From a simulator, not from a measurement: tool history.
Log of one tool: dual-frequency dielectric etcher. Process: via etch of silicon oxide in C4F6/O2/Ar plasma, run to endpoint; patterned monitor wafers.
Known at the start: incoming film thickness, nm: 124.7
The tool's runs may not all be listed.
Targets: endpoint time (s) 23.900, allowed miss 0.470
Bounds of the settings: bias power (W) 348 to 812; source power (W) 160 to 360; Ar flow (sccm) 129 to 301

run	hour	bias power (W)	source power (W)	Ar flow (sccm)	endpoint time (s)
1	0.0	580	260	215	28.869
2	1.9	533	260	215	29.716
3	6.5	578	260	215	28.909
4	15.1	578	260	192	28.560
5	16.8	614	260	192	28.031
6	25.5	614	230	192	29.628
7	34.0	637	240	191	28.794
8	37.4	637	240	191	28.317
9	39.2	658	240	190	28.262
10	44.9	676	250	189	27.384
11	50.4	692	250	188	27.022
12	57.1	706	250	187	27.007
13	59.4	719	260	186	26.068
14	62.9	730	260	186	26.232
15	63.4	740	260	185	26.076
16	66.1	749	260	184	25.805

5 next moves are on the table. One of them brings every result within its allowed miss. Which?
A	68.8	709	300	152	?
B	68.8	812	360	231	?
C	68.8	712	250	201	?
D	68.8	771	330	160	?
E	68.8	812	300	147	?

move	endpoint time (s)
A	24.046
B	22.813
C	27.243
D	22.663
E	22.795
A: meets every target
B: takes the result that was furthest off past its target
C: further off than the last run
D: takes the result that was furthest off past its target
E: takes the result that was furthest off past its target
Answer: A

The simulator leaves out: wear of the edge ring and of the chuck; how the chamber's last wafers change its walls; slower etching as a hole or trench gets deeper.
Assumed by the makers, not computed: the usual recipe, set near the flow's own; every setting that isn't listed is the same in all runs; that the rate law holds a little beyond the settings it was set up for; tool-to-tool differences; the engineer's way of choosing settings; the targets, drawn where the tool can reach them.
